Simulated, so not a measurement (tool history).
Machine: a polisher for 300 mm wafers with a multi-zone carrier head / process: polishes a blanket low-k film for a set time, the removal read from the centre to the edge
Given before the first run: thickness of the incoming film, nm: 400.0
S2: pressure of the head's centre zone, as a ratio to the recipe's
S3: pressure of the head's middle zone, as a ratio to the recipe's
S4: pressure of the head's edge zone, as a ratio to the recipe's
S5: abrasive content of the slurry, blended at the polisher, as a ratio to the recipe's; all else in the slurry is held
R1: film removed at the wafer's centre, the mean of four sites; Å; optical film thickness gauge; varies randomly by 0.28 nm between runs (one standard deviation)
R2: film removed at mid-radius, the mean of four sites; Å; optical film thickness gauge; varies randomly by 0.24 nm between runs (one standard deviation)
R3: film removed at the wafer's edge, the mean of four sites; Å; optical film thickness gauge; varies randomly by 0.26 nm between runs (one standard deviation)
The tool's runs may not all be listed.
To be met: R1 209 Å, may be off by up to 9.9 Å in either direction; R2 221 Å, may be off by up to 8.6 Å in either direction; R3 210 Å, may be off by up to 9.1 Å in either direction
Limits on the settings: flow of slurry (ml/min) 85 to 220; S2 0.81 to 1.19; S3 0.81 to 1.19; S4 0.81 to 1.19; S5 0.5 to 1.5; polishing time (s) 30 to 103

run 1 hour=0 | flow_of_slurry_(ml/min)=140 S2=1 S3=1 S4=1 S5=1 polishing_time_(s)=66 | R1=293.64 R2=297.97 R3=280.09
run 2 hour=6.1 | flow_of_slurry_(ml/min)=135 S2=0.98 S3=0.99 S4=0.98 S5=0.9 polishing_time_(s)=66 | R1=266.18 R2=282.8 R3=260.19
run 3 hour=11.3 | flow_of_slurry_(ml/min)=130 S2=0.97 S3=0.96 S4=0.96 S5=0.85 polishing_time_(s)=66 | R1=255.46 R2=265.14 R3=251.99
run 4 hour=14.1 | flow_of_slurry_(ml/min)=125 S2=0.96 S3=0.95 S4=0.94 S5=0.8 polishing_time_(s)=66 | R1=249.68 R2=247.6 R3=238.8
run 5 hour=16.8 | flow_of_slurry_(ml/min)=125 S2=0.96 S3=0.95 S4=0.99 S5=0.8 polishing_time_(s)=66 | R1=250.16 R2=254.43 R3=241.97
run 6 hour=17.7 | flow_of_slurry_(ml/min)=125 S2=0.96 S3=0.95 S4=0.96 S5=0.8 polishing_time_(s)=66 | R1=242.01 R2=247.14 R3=242.37
run 7 hour=22.6 | flow_of_slurry_(ml/min)=120 S2=0.96 S3=0.96 S4=0.95 S5=0.75 polishing_time_(s)=66 | R1=229.45 R2=243.23 R3=230.88
run 8 hour=28 | flow_of_slurry_(ml/min)=115 S2=0.97 S3=0.96 S4=0.94 S5=0.75 polishing_time_(s)=66 | R1=233.63 R2=241.77 R3=231.36
run 9 hour=29.1 | flow_of_slurry_(ml/min)=115 S2=0.97 S3=0.96 S4=0.93 S5=0.7 polishing_time_(s)=66 | R1=226.93 R2=231.93 R3=215.04
run 10 hour=34.1 | flow_of_slurry_(ml/min)=110 S2=0.96 S3=0.96 S4=0.93 S5=0.7 polishing_time_(s)=66 | R1=223.28 R2=229.62 R3=215.82

Which one of the following 4 next-run settings gets every result inside its allowed miss? There is exactly one.
run A hour=39.1 | flow_of_slurry_(ml/min)=130 S2=0.94 S3=1.08 S4=0.99 S5=0.75 polishing_time_(s)=61 | R1=? R2=? R3=?
run B hour=39.1 | flow_of_slurry_(ml/min)=95 S2=0.95 S3=0.96 S4=0.9 S5=0.5 polishing_time_(s)=80 | R1=? R2=? R3=?
run C hour=39.1 | flow_of_slurry_(ml/min)=110 S2=1.12 S3=0.93 S4=0.85 S5=0.75 polishing_time_(s)=62 | R1=? R2=? R3=?
run D hour=39.1 | flow_of_slurry_(ml/min)=100 S2=1.14 S3=1.15 S4=0.97 S5=0.65 polishing_time_(s)=65 | R1=? R2=? R3=?

move=A R1=217.02 R2=255.74 R3=222.52
move=B R1=207.83 R2=222.62 R3=211.41
move=C R1=249.76 R2=218.92 R3=205.31
move=D R1=239.65 R2=247.79 R3=207.18
A: puts the biggest miss on target and leaves a different result outside tolerance
B: every result lands within tolerance
C: further off than the last run
D: further off than the last run
The right move is B.
